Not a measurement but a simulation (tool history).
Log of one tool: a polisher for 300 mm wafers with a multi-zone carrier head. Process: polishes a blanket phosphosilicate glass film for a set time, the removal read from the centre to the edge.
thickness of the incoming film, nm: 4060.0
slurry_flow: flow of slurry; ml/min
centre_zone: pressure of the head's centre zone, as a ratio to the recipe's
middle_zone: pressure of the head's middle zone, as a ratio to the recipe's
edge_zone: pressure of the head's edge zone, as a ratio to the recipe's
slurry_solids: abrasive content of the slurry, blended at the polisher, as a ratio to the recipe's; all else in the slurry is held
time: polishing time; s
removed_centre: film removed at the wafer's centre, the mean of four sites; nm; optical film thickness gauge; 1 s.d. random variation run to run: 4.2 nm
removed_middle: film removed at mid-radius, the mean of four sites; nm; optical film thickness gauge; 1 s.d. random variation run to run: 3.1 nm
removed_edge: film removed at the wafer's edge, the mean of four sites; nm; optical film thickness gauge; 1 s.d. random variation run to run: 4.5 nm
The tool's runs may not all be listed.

run	hour	slurry_flow	centre_zone	middle_zone	edge_zone	slurry_solids	time	removed_centre	removed_middle	removed_edge
1	0.0	170	1.00	1.00	1.00	1.00	44	447.92	443.53	455.19
2	4.1	200	1.00	1.00	1.00	1.00	44	462.57	445.91	450.93
3	12.9	200	1.00	1.03	1.00	1.00	44	459.17	464.66	459.08
4	17.9	200	1.00	1.06	1.00	1.00	44	457.00	470.54	452.10
5	18.9	200	1.00	1.06	1.04	1.00	44	466.50	468.90	457.36
6	24.6	200	1.00	1.06	1.04	1.20	44	506.86	515.28	513.82
7	28.6	205	1.00	1.05	1.04	1.10	43	465.93	486.90	469.91
8	34.3	205	1.01	1.04	1.04	1.05	42	455.52	460.76	457.29

Run 9 is up next; what results do you expect?
9	37.2	195	1.07	0.99	0.94	0.80	35	?	?	?

removed_centre: 349.35 nm
removed_middle: 314.21 nm
removed_edge: 316.68 nm
